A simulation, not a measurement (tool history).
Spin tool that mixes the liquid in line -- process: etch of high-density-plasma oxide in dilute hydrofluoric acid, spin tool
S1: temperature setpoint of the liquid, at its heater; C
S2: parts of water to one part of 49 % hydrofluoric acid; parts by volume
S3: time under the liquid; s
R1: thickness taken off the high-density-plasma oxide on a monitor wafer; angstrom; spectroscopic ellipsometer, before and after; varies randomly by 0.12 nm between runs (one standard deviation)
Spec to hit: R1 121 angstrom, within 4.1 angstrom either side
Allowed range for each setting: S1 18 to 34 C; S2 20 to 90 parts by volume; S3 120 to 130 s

Run 1, hour 0: S1 26 C, S2 50 parts by volume, S3 120 s. Result: R1 191.45 angstrom.
Run 2, hour 3.7: S1 24 C, S2 50 parts by volume, S3 120 s. Result: R1 178.67 angstrom.
Run 3, hour 10.2: S1 27 C, S2 50 parts by volume, S3 120 s. Result: R1 200.56 angstrom.
Run 4, hour 14.7: S1 27 C, S2 50 parts by volume, S3 130 s. Result: R1 216.24 angstrom.
Run 5, hour 18.3: S1 29.5 C, S2 50 parts by volume, S3 130 s. Result: R1 240.67 angstrom.
Run 6, hour 25.2: S1 27 C, S2 55 parts by volume, S3 130 s. Result: R1 194.86 angstrom.
Run 7, hour 30.8: S1 25 C, S2 55 parts by volume, S3 130 s. Result: R1 177.53 angstrom.
Run 8, hour 35.6: S1 23.5 C, S2 55 parts by volume, S3 130 s. Result: R1 167.42 angstrom.
Run 9, hour 43.3: S1 22 C, S2 55 parts by volume, S3 130 s. Result: R1 159.28 angstrom.
Run 10, hour 44.3: S1 21 C, S2 55 parts by volume, S3 130 s. Result: R1 153.86 angstrom.
Run 11, hour 46.1: S1 20.5 C, S2 55 parts by volume, S3 130 s. Result: R1 148.07 angstrom.
Run 12, hour 49.3: S1 20 C, S2 55 parts by volume, S3 130 s. Result: R1 146.42 angstrom.
Run 13, hour 56.2: S1 20 C, S2 55 parts by volume, S3 130 s. Result: R1 146.74 angstrom.
Run 14, hour 60.9: S1 19.5 C, S2 55 parts by volume, S3 130 s. Result: R1 144.2 angstrom.

Next run, 5 choices. One meets every target within its allowed miss, the rest don't. Which?
Run A, hour 65.6: S1 24.5 C, S2 80 parts by volume, S3 120 s. Result: R1 ?.
Run B, hour 65.6: S1 21 C, S2 65 parts by volume, S3 125 s. Result: R1 ?.
Run C, hour 65.6: S1 19.5 C, S2 45 parts by volume, S3 130 s. Result: R1 ?.
Run D, hour 65.6: S1 18 C, S2 65 parts by volume, S3 125 s. Result: R1 ?.
Run E, hour 65.6: S1 18 C, S2 65 parts by volume, S3 130 s. Result: R1 ?.

move      R1
   A  106.51
   B  120.58
   C  174.15
   D  106.24
   E  110.49
A: moves the result that the last run missed by most past its target, out the other side
B: in spec on every target
C: misses by more than the last run did
D: moves the result that the last run missed by most past its target, out the other side
E: moves the result that the last run missed by most past its target, out the other side
B is the move that brings every result within its allowed miss.
